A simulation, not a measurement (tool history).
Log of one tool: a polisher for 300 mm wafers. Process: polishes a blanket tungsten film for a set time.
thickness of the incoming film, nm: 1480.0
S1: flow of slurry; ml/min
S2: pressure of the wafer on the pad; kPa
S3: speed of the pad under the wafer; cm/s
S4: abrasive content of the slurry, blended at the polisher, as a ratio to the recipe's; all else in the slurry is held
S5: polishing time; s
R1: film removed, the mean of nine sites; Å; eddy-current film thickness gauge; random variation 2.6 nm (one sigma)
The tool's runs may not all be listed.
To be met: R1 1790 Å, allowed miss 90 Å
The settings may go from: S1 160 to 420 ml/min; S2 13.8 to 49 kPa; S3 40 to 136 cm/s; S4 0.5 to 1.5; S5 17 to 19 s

Run 1, day 0: S1 270 ml/min, S2 31 kPa, S3 88 cm/s, S4 1, S5 19 s. Result: R1 974.53 Å.
Run 2, day 0.204: S1 270 ml/min, S2 36.5 kPa, S3 90 cm/s, S4 1, S5 19 s. Result: R1 1204 Å.
Run 3, day 0.462: S1 270 ml/min, S2 36.5 kPa, S3 108 cm/s, S4 1, S5 19 s. Result: R1 1425.4 Å.
Run 4, day 0.512: S1 330 ml/min, S2 36.5 kPa, S3 108 cm/s, S4 1, S5 19 s. Result: R1 1463.3 Å.
Run 5, day 0.8: S1 330 ml/min, S2 36.5 kPa, S3 108 cm/s, S4 1.1, S5 19 s. Result: R1 1479 Å.
Run 6, day 0.979: S1 330 ml/min, S2 38.6 kPa, S3 108 cm/s, S4 1.1, S5 19 s. Result: R1 1564.2 Å.
Run 7, day 1.117: S1 330 ml/min, S2 40 kPa, S3 108 cm/s, S4 1.1, S5 19 s. Result: R1 1644.5 Å.
Run 8, day 1.308: S1 330 ml/min, S2 40.7 kPa, S3 108 cm/s, S4 1.1, S5 19 s. Result: R1 1599.1 Å.

5 next moves are on the table. One of them brings every result within its allowed miss. Which?
Run A, day 1.5: S1 325 ml/min, S2 46.9 kPa, S3 114 cm/s, S4 0.95, S5 19 s. Result: R1 ?.
Run B, day 1.5: S1 375 ml/min, S2 44.8 kPa, S3 114 cm/s, S4 1.1, S5 19 s. Result: R1 ?.
Run C, day 1.5: S1 290 ml/min, S2 34.5 kPa, S3 126 cm/s, S4 0.95, S5 19 s. Result: R1 ?.
Run D, day 1.5: S1 370 ml/min, S2 49 kPa, S3 108 cm/s, S4 1.05, S5 19 s. Result: R1 ?.
Run E, day 1.5: S1 420 ml/min, S2 41.4 kPa, S3 120 cm/s, S4 1.05, S5 18 s. Result: R1 ?.

move      R1
   A    1937
   B  1945.5
   C  1569.3
   D  1985.8
   E  1782.1
A: takes the result that was furthest off past its target
B: takes the result that was furthest off past its target
C: further off than the last run
D: takes the result that was furthest off past its target
E: meets every target
Move E is the one to make.

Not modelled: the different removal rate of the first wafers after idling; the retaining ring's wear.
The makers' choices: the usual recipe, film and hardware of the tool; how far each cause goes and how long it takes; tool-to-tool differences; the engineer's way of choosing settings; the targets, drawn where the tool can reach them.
